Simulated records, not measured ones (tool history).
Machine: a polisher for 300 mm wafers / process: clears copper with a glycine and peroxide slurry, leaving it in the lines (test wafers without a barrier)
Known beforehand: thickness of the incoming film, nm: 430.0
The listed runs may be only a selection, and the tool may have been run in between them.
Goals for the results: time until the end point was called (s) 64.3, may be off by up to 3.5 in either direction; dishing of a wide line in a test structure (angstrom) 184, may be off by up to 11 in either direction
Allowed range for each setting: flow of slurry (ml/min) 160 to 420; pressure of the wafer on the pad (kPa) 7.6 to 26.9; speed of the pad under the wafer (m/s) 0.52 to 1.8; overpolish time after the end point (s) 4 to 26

run  hour  flow of slurry (ml/min)  pressure of the wafer on the pad (kPa)  speed of the pad under the wafer (m/s)  overpolish time after the end point (s)  time until the end point was called (s)  dishing of a wide line in a test structure (angstrom)
  1     0                      270                                    17.2                                    1.16                                       13                                   61.395                                                 556.54
  2   2.5                      255                                    14.5                                    1.24                                       11                                   68.345                                                 442.55
  3   8.9                      255                                      11                                    1.24                                       11                                   87.469                                                 360.09
  4  14.8                      230                                      11                                     1.3                                        9                                   82.079                                                 309.03
  5  15.5                      180                                      11                                     1.3                                        9                                   83.201                                                 292.78
  6  23.6                      175                                    10.3                                    1.42                                        8                                   83.324                                                 269.49
  7  27.3                      180                                       9                                    1.74                                        4                                    76.89                                                 147.37
  8  29.3                      180                                    13.1                                    1.74                                        4                                   58.369                                                 204.32
  9  35.8                      180                                    13.1                                    1.74                                        4                                   58.691                                                 204.09
 10  40.8                      180                                    12.4                                    1.74                                        4                                   60.991                                                 197.04

4 next moves are on the table. One of them brings every result within its allowed miss. Which?
  A  45.8                      165                                    12.4                                    1.62                                        4                                        ?                                                      ?
  B  45.8                      165                                    13.8                                    1.72                                        4                                        ?                                                      ?
  C  45.8                      175                                    11.7                                    1.66                                        5                                        ?                                                      ?
  D  45.8                      215                                    13.1                                    1.68                                        4                                        ?                                                      ?

move  time until the end point was called (s)  dishing of a wide line in a test structure (angstrom)
   A                                   64.974                                                 178.29
   B                                   56.434                                                 203.86
   C                                   66.421                                                 214.96
   D                                    58.76                                                 196.12
A: in spec on every target
B: misses by more than the last run did
C: misses by more than the last run did
D: misses by more than the last run did
The move that meets every target is A.
